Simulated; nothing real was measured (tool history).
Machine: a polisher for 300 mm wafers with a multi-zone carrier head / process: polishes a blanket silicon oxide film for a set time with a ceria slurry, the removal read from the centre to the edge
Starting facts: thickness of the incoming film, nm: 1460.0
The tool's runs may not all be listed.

run	hour	flow of slurry (ml/min)	pressure of the head's centre zone	pressure of the head's middle zone	pressure of the head's edge zone	polishing time (s)	film removed at the wafer's centre (nm)	film removed at mid-radius (nm)	film removed at the wafer's edge (nm)
1	0	170	1	1	1	40	209.35	204.87	206.14
2	8.7	170	1	0.95	1	40	208.34	198.25	209.15
3	14.5	170	0.95	0.95	1	40	198.32	199.68	206.08
4	21.5	180	0.95	0.98	1.02	41	205.55	213.91	215.36
5	25.4	180	0.95	0.98	1.08	41	208.59	212.65	219.57
6	28.6	205	0.95	0.98	1.08	41	206.37	212.48	226.51
7	29.9	205	0.95	1.01	1.08	42	211.53	229.8	225.08

Run 8 comes next. What will it give?
8	31.4	210	0.95	1.02	1.09	43	?	?	?

{"run 8": {"film removed at the wafer's centre (nm)": 218.37, "film removed at mid-radius (nm)": 229.48, "film removed at the wafer's edge (nm)": 237.67}}
